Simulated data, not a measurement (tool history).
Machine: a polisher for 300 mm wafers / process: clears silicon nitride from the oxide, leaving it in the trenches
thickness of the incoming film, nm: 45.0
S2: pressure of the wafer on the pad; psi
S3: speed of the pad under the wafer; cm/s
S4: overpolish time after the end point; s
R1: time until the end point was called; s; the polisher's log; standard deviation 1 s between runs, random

{"run": 1, "day": 0.0, "flow of slurry (ml/min)": 140, "S2": 2.4, "S3": 82, "S4": 42, "R1": 88.762}
{"run": 2, "day": 0.146, "flow of slurry (ml/min)": 160, "S2": 2.4, "S3": 82, "S4": 42, "R1": 89.727}
{"run": 3, "day": 0.517, "flow of slurry (ml/min)": 180, "S2": 2.4, "S3": 82, "S4": 42, "R1": 87.282}
{"run": 4, "day": 0.646, "flow of slurry (ml/min)": 180, "S2": 2.4, "S3": 82, "S4": 42, "R1": 90.653}
{"day": 0.746, "done": "worn pad replaced by a new one"}
{"run": 5, "day": 0.746, "flow of slurry (ml/min)": 180, "S2": 2.4, "S3": 64, "S4": 42, "R1": 94.401}
{"run": 6, "day": 1.025, "flow of slurry (ml/min)": 180, "S2": 2.6, "S3": 66, "S4": 42, "R1": 87.356}
{"run": 7, "day": 1.2, "flow of slurry (ml/min)": 180, "S2": 2.7, "S3": 68, "S4": 42, "R1": 81.986}

Expected results for the next run?
{"run": 8, "day": 1.35, "flow of slurry (ml/min)": 180, "S2": 2.8, "S3": 68, "S4": 42, "R1": "?"}

{"run 8": {"R1": 79.771}}

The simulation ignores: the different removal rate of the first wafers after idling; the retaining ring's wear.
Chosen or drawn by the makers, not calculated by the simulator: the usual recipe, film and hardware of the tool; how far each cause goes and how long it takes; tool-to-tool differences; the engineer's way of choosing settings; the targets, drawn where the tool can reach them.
